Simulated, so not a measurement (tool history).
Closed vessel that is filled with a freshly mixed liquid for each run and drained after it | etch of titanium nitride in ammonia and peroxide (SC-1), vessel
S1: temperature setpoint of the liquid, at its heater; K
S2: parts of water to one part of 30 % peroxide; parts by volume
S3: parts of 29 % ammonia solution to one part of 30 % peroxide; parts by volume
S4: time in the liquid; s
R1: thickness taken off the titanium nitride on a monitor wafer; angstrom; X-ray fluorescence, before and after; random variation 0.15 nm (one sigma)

| run | day | S1 | S2 | S3 | S4 | R1 |
|---|---|---|---|---|---|---|
| 1 | 0 | 325.15 | 25.5 | 0.95 | 270 | 213.8 |
| 2 | 0.371 | 325.15 | 30.5 | 0.95 | 270 | 194.39 |
| 3 | 0.754 | 325.15 | 34 | 0.95 | 270 | 184.66 |
| 4 | 0.979 | 324.65 | 34 | 0.95 | 270 | 175.51 |
| 5 | 1.192 | 320.15 | 34 | 0.95 | 270 | 129.07 |
| 6 | 1.35 | 325.15 | 34 | 0.95 | 270 | 183 |
| 7 | 1.404 | 324.65 | 34 | 0.95 | 270 | 175.34 |

The next listed run, before its measurement:
| 8 | 1.588 | 324.15 | 34 | 0.95 | 270 | ? |

R1: 169.58 angstrom
